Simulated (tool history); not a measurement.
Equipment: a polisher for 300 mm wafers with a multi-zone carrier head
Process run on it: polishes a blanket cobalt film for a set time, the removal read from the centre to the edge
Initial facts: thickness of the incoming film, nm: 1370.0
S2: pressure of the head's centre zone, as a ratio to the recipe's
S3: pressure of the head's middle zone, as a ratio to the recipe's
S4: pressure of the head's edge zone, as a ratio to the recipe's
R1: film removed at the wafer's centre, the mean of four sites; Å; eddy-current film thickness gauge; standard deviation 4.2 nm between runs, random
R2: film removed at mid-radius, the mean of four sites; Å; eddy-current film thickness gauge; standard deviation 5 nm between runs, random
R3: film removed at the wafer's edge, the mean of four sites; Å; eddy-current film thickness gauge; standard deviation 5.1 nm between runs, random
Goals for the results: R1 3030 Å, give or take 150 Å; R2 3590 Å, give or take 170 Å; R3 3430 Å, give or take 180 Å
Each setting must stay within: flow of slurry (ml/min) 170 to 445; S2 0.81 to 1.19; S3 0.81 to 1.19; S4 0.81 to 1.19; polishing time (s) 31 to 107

{"run": 1, "hour": 0.0, "flow of slurry (ml/min)": 285, "S2": 1, "S3": 1, "S4": 1, "polishing time (s)": 69, "R1": 4640.1, "R2": 4594.4, "R3": 4499.9}
{"run": 2, "hour": 2.7, "flow of slurry (ml/min)": 285, "S2": 1, "S3": 1, "S4": 1.04, "polishing time (s)": 69, "R1": 4499.6, "R2": 4609.2, "R3": 4448.1}
{"run": 3, "hour": 4.0, "flow of slurry (ml/min)": 280, "S2": 0.97, "S3": 1, "S4": 1.05, "polishing time (s)": 64, "R1": 4117.5, "R2": 4286.3, "R3": 4239.3}
{"run": 4, "hour": 4.9, "flow of slurry (ml/min)": 280, "S2": 0.95, "S3": 1.02, "S4": 1.05, "polishing time (s)": 60, "R1": 3603.6, "R2": 4095.8, "R3": 4116.4}
{"run": 5, "hour": 7.8, "flow of slurry (ml/min)": 280, "S2": 1, "S3": 1.02, "S4": 1.05, "polishing time (s)": 60, "R1": 3975.3, "R2": 4049.4, "R3": 3922}
{"run": 6, "hour": 11.0, "flow of slurry (ml/min)": 280, "S2": 0.99, "S3": 1.04, "S4": 1.05, "polishing time (s)": 57, "R1": 3752.6, "R2": 3845.1, "R3": 3752.1}
{"run": 7, "hour": 17.7, "flow of slurry (ml/min)": 280, "S2": 0.97, "S3": 1.06, "S4": 1.05, "polishing time (s)": 55, "R1": 3479.2, "R2": 3799.1, "R3": 3596.9}
{"run": 8, "hour": 20.3, "flow of slurry (ml/min)": 280, "S2": 0.96, "S3": 1.06, "S4": 1.05, "polishing time (s)": 54, "R1": 3419.3, "R2": 3748.8, "R3": 3582}
{"run": 9, "hour": 24.1, "flow of slurry (ml/min)": 280, "S2": 0.95, "S3": 1.06, "S4": 1.05, "polishing time (s)": 53, "R1": 3252.7, "R2": 3658.6, "R3": 3417.4}
{"run": 10, "hour": 28.7, "flow of slurry (ml/min)": 280, "S2": 0.94, "S3": 1.06, "S4": 1.05, "polishing time (s)": 53, "R1": 3300.3, "R2": 3703.3, "R3": 3417.9}
{"run": 11, "hour": 35.6, "flow of slurry (ml/min)": 275, "S2": 0.93, "S3": 1.05, "S4": 1.06, "polishing time (s)": 53, "R1": 3234, "R2": 3697.4, "R3": 3450.8}

Of the 5 settings listed for the next run, only one would bring every result within its allowed miss of target. Which one?
{"run": "A", "hour": 42.5, "flow of slurry (ml/min)": 295, "S2": 0.94, "S3": 1.01, "S4": 1.12, "polishing time (s)": 53, "R1": "?", "R2": "?", "R3": "?"}
{"run": "B", "hour": 42.5, "flow of slurry (ml/min)": 175, "S2": 0.92, "S3": 1.08, "S4": 1.04, "polishing time (s)": 55, "R1": "?", "R2": "?", "R3": "?"}
{"run": "C", "hour": 42.5, "flow of slurry (ml/min)": 255, "S2": 0.87, "S3": 1.17, "S4": 0.99, "polishing time (s)": 54, "R1": "?", "R2": "?", "R3": "?"}
{"run": "D", "hour": 42.5, "flow of slurry (ml/min)": 330, "S2": 0.86, "S3": 1.17, "S4": 1.11, "polishing time (s)": 46, "R1": "?", "R2": "?", "R3": "?"}
{"run": "E", "hour": 42.5, "flow of slurry (ml/min)": 250, "S2": 1.04, "S3": 1.17, "S4": 1.01, "polishing time (s)": 53, "R1": "?", "R2": "?", "R3": "?"}

move=A R1=3288.2 R2=3509.5 R3=3645.4
move=B R1=3059.3 R2=3562.5 R3=3432.4
move=C R1=3043.5 R2=3987.4 R3=3440.9
move=D R1=2645 R2=3495.2 R3=3170.5
move=E R1=3565.8 R2=3899.8 R3=3403.3
A: its largest miss is bigger than the last run's
B: all results land within tolerance of their targets
C: corrects the largest miss of the last run, while another result sits out of spec
D: the result that was furthest off in the last run now lies on the other side of its target
E: its largest miss is bigger than the last run's
B is the move that brings every result within its allowed miss.

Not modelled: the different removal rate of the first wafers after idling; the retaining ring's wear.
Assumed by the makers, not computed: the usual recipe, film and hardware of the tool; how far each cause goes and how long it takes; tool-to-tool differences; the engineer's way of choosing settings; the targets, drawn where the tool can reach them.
